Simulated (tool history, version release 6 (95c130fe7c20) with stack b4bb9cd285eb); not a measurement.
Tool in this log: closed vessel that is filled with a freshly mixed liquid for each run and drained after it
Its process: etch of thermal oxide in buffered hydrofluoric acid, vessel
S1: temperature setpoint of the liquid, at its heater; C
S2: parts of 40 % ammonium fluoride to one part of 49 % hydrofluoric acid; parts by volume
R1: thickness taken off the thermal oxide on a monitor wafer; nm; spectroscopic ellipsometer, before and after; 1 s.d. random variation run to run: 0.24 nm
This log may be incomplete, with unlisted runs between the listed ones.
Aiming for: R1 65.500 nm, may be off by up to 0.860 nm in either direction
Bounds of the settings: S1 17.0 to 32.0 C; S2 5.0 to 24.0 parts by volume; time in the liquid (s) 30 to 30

{"run": 1, "hour": 0.0, "S1": 24.0, "S2": 14.5, "time in the liquid (s)": 30, "R1": 25.413}
{"run": 2, "hour": 3.1, "S1": 24.0, "S2": 16.0, "time in the liquid (s)": 30, "R1": 23.172}
{"run": 3, "hour": 4.2, "S1": 25.5, "S2": 16.0, "time in the liquid (s)": 30, "R1": 25.228}
{"run": 4, "hour": 5.8, "S1": 26.5, "S2": 15.0, "time in the liquid (s)": 30, "R1": 28.161}
{"run": 5, "hour": 13.8, "S1": 26.5, "S2": 15.0, "time in the liquid (s)": 30, "R1": 28.243}
{"run": 6, "hour": 14.4, "S1": 26.5, "S2": 19.0, "time in the liquid (s)": 30, "R1": 22.307}
{"run": 7, "hour": 14.9, "S1": 26.5, "S2": 19.0, "time in the liquid (s)": 30, "R1": 22.244}
{"run": 8, "hour": 19.7, "S1": 27.0, "S2": 17.5, "time in the liquid (s)": 30, "R1": 24.828}
{"run": 9, "hour": 23.8, "S1": 27.5, "S2": 16.0, "time in the liquid (s)": 30, "R1": 27.754}
{"run": 10, "hour": 26.7, "S1": 31.5, "S2": 11.0, "time in the liquid (s)": 30, "R1": 49.669}
{"run": 11, "hour": 30.4, "S1": 31.5, "S2": 10.5, "time in the liquid (s)": 30, "R1": 52.381}
{"run": 12, "hour": 32.1, "S1": 31.5, "S2": 10.0, "time in the liquid (s)": 30, "R1": 54.319}
{"run": 13, "hour": 37.8, "S1": 31.5, "S2": 9.5, "time in the liquid (s)": 30, "R1": 56.911}
{"run": 14, "hour": 40.6, "S1": 32.0, "S2": 8.5, "time in the liquid (s)": 30, "R1": 63.675}
{"run": 15, "hour": 46.1, "S1": 32.0, "S2": 8.5, "time in the liquid (s)": 30, "R1": 63.716}
{"run": 16, "hour": 47.8, "S1": 32.0, "S2": 8.0, "time in the liquid (s)": 30, "R1": 67.829}

Consider the 4 candidate settings below. Which is the only one whose results all fall within their allowed miss of target?
{"run": "A", "hour": 49.5, "S1": 31.5, "S2": 7.5, "time in the liquid (s)": 30, "R1": "?"}
{"run": "B", "hour": 49.5, "S1": 30.0, "S2": 7.0, "time in the liquid (s)": 30, "R1": "?"}
{"run": "C", "hour": 49.5, "S1": 28.0, "S2": 6.5, "time in the liquid (s)": 30, "R1": "?"}
{"run": "D", "hour": 49.5, "S1": 28.5, "S2": 7.0, "time in the liquid (s)": 30, "R1": "?"}

move=A R1=71.434
move=B R1=71.162
move=C R1=68.294
move=D R1=65.762
A: further off than the last run
B: further off than the last run
C: further off than the last run
D: every result within its allowed miss
Go with D: it meets all targets.
